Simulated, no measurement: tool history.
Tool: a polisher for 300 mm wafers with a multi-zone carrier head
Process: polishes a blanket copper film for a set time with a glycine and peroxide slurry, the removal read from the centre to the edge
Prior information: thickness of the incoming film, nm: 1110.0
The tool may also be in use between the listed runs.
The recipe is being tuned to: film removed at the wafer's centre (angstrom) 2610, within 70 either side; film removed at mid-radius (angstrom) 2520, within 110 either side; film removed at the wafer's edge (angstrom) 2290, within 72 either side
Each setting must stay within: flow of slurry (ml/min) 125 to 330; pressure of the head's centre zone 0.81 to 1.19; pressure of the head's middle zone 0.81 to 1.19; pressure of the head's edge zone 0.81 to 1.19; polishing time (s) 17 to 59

| run | hour | flow of slurry (ml/min) | pressure of the head's centre zone | pressure of the head's middle zone | pressure of the head's edge zone | polishing time (s) | film removed at the wafer's centre (angstrom) | film removed at mid-radius (angstrom) | film removed at the wafer's edge (angstrom) |
|---|---|---|---|---|---|---|---|---|---|
| 1 | 0 | 210 | 1 | 1 | 1 | 38 | 1761.3 | 1754 | 1719.4 |
| 2 | 6.7 | 210 | 1 | 1 | 1.08 | 38 | 1761 | 1707.8 | 1774.7 |
| 3 | 10.7 | 210 | 1 | 1 | 1.02 | 38 | 1717.3 | 1717.8 | 1727.9 |
| 4 | 16.1 | 220 | 1.02 | 1.03 | 1.03 | 39 | 1821.6 | 1797.7 | 1779 |
| 5 | 20 | 225 | 1.04 | 1.05 | 1.02 | 41 | 1982.3 | 1993.1 | 1875 |
| 6 | 24.3 | 230 | 1.06 | 1.06 | 1.04 | 42 | 2060.6 | 2006.5 | 1913.8 |
| 7 | 27.2 | 235 | 1.07 | 1.07 | 1.05 | 43 | 2145.4 | 2049.7 | 2004.9 |
| 8 | 35.8 | 240 | 1.08 | 1.09 | 1.05 | 44 | 2229.9 | 2181.8 | 2052.6 |
| 9 | 43.1 | 245 | 1.09 | 1.1 | 1.06 | 45 | 2302.7 | 2260.1 | 2122.2 |
| 10 | 50.1 | 250 | 1.1 | 1.11 | 1.07 | 45 | 2334.5 | 2255.6 | 2144.9 |

5 next moves are on the table. One of them brings every result within its allowed miss. Which?
| A | 57.1 | 305 | 1.13 | 1.06 | 1.19 | 45 | ? | ? | ? |
| B | 57.1 | 235 | 1.14 | 1.09 | 1.05 | 52 | ? | ? | ? |
| C | 57.1 | 270 | 1.14 | 0.97 | 1.05 | 52 | ? | ? | ? |
| D | 57.1 | 300 | 1.12 | 1.14 | 1.04 | 49 | ? | ? | ? |
| E | 57.1 | 255 | 1.17 | 1.1 | 1.14 | 51 | ? | ? | ? |

| move | film removed at the wafer's centre (angstrom) | film removed at mid-radius (angstrom) | film removed at the wafer's edge (angstrom) |
|---|---|---|---|
| A | 2426.8 | 2218.3 | 2260.6 |
| B | 2746.3 | 2555.7 | 2400.1 |
| C | 2790.5 | 2350.3 | 2431.6 |
| D | 2616 | 2567.5 | 2293.4 |
| E | 2793.2 | 2548.6 | 2470.2 |
A: closes in on the targets versus the last run, not all within tolerance yet
B: takes the biggest miss from the last run beyond its target
C: takes the biggest miss from the last run beyond its target
D: in spec on every target
E: takes the biggest miss from the last run beyond its target
Correct choice: D, which meets every target
